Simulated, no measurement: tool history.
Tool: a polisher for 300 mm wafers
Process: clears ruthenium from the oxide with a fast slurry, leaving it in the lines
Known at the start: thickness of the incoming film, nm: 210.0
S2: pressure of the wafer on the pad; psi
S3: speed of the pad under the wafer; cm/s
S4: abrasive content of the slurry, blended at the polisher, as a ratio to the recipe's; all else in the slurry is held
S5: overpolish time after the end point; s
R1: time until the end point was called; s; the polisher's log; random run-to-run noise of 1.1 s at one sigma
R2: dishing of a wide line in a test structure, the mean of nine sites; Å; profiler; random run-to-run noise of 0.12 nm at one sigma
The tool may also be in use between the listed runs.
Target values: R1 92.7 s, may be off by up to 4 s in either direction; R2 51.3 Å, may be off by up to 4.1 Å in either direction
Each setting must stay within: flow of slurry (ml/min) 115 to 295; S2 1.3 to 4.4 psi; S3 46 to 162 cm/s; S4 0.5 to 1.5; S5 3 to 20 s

{"run": 1, "hour": 0.0, "flow of slurry (ml/min)": 190, "S2": 2.8, "S3": 104, "S4": 1, "S5": 10, "R1": 59.172, "R2": 215.68}
{"run": 2, "hour": 4.4, "flow of slurry (ml/min)": 190, "S2": 2.6, "S3": 102, "S4": 1, "S5": 9, "R1": 63.481, "R2": 198.99}
{"run": 3, "hour": 11.8, "flow of slurry (ml/min)": 175, "S2": 2.8, "S3": 92, "S4": 0.9, "S5": 8, "R1": 68.237, "R2": 168.41}
{"run": 4, "hour": 17.5, "flow of slurry (ml/min)": 160, "S2": 2.8, "S3": 92, "S4": 0.9, "S5": 8, "R1": 69.376, "R2": 167.83}
{"hour": 18.2, "done": "slurry blender recalibrated"}
{"run": 5, "hour": 18.2, "flow of slurry (ml/min)": 160, "S2": 2.8, "S3": 92, "S4": 0.9, "S5": 4, "R1": 64.646, "R2": 95.408}
{"run": 6, "hour": 23.4, "flow of slurry (ml/min)": 160, "S2": 2.8, "S3": 84, "S4": 0.9, "S5": 4, "R1": 70.585, "R2": 89.826}
{"run": 7, "hour": 29.5, "flow of slurry (ml/min)": 175, "S2": 2.6, "S3": 82, "S4": 1, "S5": 4, "R1": 69.197, "R2": 91.573}
{"run": 8, "hour": 32.4, "flow of slurry (ml/min)": 170, "S2": 2.4, "S3": 76, "S4": 1.1, "S5": 4, "R1": 74.527, "R2": 79.617}

5 next moves are on the table. One of them brings every result within its allowed miss. Which?
{"run": "A", "hour": 35.3, "flow of slurry (ml/min)": 245, "S2": 1.8, "S3": 90, "S4": 0.95, "S5": 9, "R1": "?", "R2": "?"}
{"run": "B", "hour": 35.3, "flow of slurry (ml/min)": 180, "S2": 2, "S3": 58, "S4": 0.95, "S5": 9, "R1": "?", "R2": "?"}
{"run": "C", "hour": 35.3, "flow of slurry (ml/min)": 160, "S2": 2.4, "S3": 90, "S4": 1.2, "S5": 6, "R1": "?", "R2": "?"}
{"run": "D", "hour": 35.3, "flow of slurry (ml/min)": 170, "S2": 1.7, "S3": 82, "S4": 0.9, "S5": 3, "R1": "?", "R2": "?"}
{"run": "E", "hour": 35.3, "flow of slurry (ml/min)": 140, "S2": 2.4, "S3": 98, "S4": 0.9, "S5": 4, "R1": "?", "R2": "?"}

move=A R1=77.855 R2=161.83
move=B R1=104.5 R2=124.88
move=C R1=63.395 R2=135.85
move=D R1=91.142 R2=50.918
move=E R1=67.543 R2=88.713
A: misses by more than the last run did
B: misses by more than the last run did
C: misses by more than the last run did
D: all results in spec
E: misses by more than the last run did
The move that meets every target is D.

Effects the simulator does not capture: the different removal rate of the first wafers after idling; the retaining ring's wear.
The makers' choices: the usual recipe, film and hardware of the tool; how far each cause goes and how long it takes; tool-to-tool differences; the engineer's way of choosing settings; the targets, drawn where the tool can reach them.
